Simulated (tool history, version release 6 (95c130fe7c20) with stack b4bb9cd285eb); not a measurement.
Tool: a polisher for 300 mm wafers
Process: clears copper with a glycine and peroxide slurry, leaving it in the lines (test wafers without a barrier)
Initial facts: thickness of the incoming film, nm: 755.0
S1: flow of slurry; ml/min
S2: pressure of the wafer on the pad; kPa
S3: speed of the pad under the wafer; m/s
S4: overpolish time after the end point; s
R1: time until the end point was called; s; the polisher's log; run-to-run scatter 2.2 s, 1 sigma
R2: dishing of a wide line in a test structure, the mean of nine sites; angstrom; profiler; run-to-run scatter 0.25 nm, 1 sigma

run	hour	S1	S2	S3	S4	R1	R2
1	0	220	23.4	0.88	13	152.26	416.41
2	7	220	23.4	0.88	19	152.83	551.8
3	15	185	23.4	0.88	19	156.46	532.9
4	21.3	185	19.3	0.88	19	182.75	477.71
5	29.9	170	19.3	0.94	15	174.84	408.04
6	39	160	22.8	0.82	12	170.55	354

Run 7 has not been measured yet. What should we expect?
# hour 41.1: worn pad replaced by a new one
7	41.1	150	25.5	0.72	10	?	?

Run 7 measured R1 162.75 s, R2 327.22 angstrom.
